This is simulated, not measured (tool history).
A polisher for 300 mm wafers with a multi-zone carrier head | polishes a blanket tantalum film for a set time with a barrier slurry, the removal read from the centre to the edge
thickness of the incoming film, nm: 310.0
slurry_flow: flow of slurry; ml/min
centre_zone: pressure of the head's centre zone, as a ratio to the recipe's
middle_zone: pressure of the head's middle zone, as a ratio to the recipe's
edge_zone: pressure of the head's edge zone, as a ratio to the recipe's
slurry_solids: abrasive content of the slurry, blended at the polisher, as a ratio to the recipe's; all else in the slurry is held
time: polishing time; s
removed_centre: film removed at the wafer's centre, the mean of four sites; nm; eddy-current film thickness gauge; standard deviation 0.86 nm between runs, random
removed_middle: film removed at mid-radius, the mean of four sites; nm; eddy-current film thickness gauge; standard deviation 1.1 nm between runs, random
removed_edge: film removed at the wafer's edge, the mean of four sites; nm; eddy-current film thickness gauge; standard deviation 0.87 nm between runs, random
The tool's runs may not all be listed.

| run | hour | slurry_flow | centre_zone | middle_zone | edge_zone | slurry_solids | time | removed_centre | removed_middle | removed_edge |
|---|---|---|---|---|---|---|---|---|---|---|
| 1 | 0 | 320 | 1 | 1 | 1 | 1 | 85 | 102.73 | 104.01 | 102.16 |
| 2 | 4.1 | 315 | 0.96 | 0.96 | 1 | 0.9 | 85 | 95.968 | 95.92 | 100.57 |
| 3 | 5.5 | 380 | 0.96 | 0.96 | 1 | 0.9 | 85 | 96.985 | 99.484 | 102.06 |
| 4 | 14.2 | 380 | 0.93 | 0.96 | 1 | 0.9 | 85 | 95.317 | 99.427 | 101.23 |
| 5 | 18.9 | 370 | 0.9 | 0.94 | 1 | 0.8 | 85 | 84.327 | 95.119 | 97.072 |
| 6 | 27.5 | 370 | 0.9 | 0.88 | 1 | 0.8 | 85 | 85.682 | 86.355 | 96.607 |
| 7 | 35.4 | 360 | 0.89 | 0.87 | 0.99 | 0.8 | 85 | 85.811 | 83.786 | 94.869 |
| 8 | 37 | 355 | 0.87 | 0.87 | 0.99 | 0.8 | 85 | 82.776 | 85.821 | 97.261 |
| 9 | 42.2 | 355 | 0.86 | 0.86 | 0.98 | 0.8 | 85 | 82.378 | 86.786 | 94.94 |
| 10 | 51.2 | 355 | 0.86 | 0.86 | 0.98 | 0.8 | 85 | 82.97 | 85.459 | 94.996 |
| 11 | 52.7 | 355 | 0.85 | 0.85 | 0.98 | 0.8 | 85 | 80.924 | 86.966 | 94.698 |
| 12 | 61.7 | 355 | 0.85 | 0.84 | 0.98 | 0.8 | 85 | 82.661 | 84.605 | 96.421 |

The next listed run, before its measurement:
| 13 | 67.2 | 355 | 0.84 | 0.83 | 0.97 | 0.8 | 85 | ? | ? | ? |

Run 13 produced removed_centre 79.696 nm, removed_middle 84.188 nm, removed_edge 96.247 nm.
